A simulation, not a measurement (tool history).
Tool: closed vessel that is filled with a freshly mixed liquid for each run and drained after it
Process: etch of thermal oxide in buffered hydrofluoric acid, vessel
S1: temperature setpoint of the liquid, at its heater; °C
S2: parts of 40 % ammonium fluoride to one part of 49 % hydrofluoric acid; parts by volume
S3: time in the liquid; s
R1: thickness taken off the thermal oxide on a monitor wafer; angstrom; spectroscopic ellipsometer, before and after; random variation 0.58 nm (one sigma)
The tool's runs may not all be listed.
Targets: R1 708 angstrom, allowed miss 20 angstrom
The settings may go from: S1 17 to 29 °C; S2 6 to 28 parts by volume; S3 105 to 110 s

Run 1, hour 0: S1 21 °C, S2 17 parts by volume, S3 105 s. Result: R1 613.68 angstrom.
Run 2, hour 5.8: S1 17.5 °C, S2 17 parts by volume, S3 105 s. Result: R1 510.77 angstrom.
Run 3, hour 9: S1 17.5 °C, S2 17 parts by volume, S3 110 s. Result: R1 527.32 angstrom.
Run 4, hour 17.7: S1 19 °C, S2 17 parts by volume, S3 110 s. Result: R1 575.76 angstrom.
Run 5, hour 25.4: S1 20 °C, S2 17 parts by volume, S3 110 s. Result: R1 619.54 angstrom.
Run 6, hour 33: S1 20.5 °C, S2 17 parts by volume, S3 110 s. Result: R1 631.3 angstrom.
Run 7, hour 33.7: S1 20.5 °C, S2 17 parts by volume, S3 110 s. Result: R1 629.97 angstrom.
Run 8, hour 41: S1 21 °C, S2 17 parts by volume, S3 110 s. Result: R1 648.44 angstrom.
Run 9, hour 49.8: S1 21.5 °C, S2 17 parts by volume, S3 110 s. Result: R1 657.87 angstrom.

Which of these 4 next moves meets every target?
Run A, hour 58.6: S1 24.5 °C, S2 19.5 parts by volume, S3 105 s. Result: R1 ?.
Run B, hour 58.6: S1 19.5 °C, S2 15.5 parts by volume, S3 110 s. Result: R1 ?.
Run C, hour 58.6: S1 21 °C, S2 17 parts by volume, S3 110 s. Result: R1 ?.
Run D, hour 58.6: S1 19 °C, S2 14 parts by volume, S3 110 s. Result: R1 ?.

move      R1
   A  653.33
   B  650.63
   C  646.08
   D  699.15
A: further off than the last run
B: further off than the last run
C: further off than the last run
D: meets every target
Move D is the one to make.
